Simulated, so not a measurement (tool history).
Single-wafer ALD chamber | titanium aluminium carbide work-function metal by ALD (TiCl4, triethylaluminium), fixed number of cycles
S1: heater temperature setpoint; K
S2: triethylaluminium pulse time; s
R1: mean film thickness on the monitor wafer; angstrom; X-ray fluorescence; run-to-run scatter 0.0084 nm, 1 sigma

| run | hour | S1 | S2 | R1 |
|---|---|---|---|---|
| 1 | 0 | 583.15 | 15.08 | 21.386 |
| 2 | 4.6 | 573.15 | 15.08 | 20.377 |
| 3 | 11.2 | 573.15 | 13.19 | 20.381 |
| 4 | 16.9 | 573.15 | 10.73 | 19.939 |
| 5 | 19.6 | 578.15 | 10.73 | 20.373 |
| 6 | 24.4 | 575.15 | 10.27 | 20.029 |
| 7 | 25.9 | 573.15 | 9.93 | 19.752 |

Run 8 comes next. What will it give?
| 8 | 27.4 | 572.15 | 9.71 | ? |

Run 8 yielded R1 19.676 angstrom.
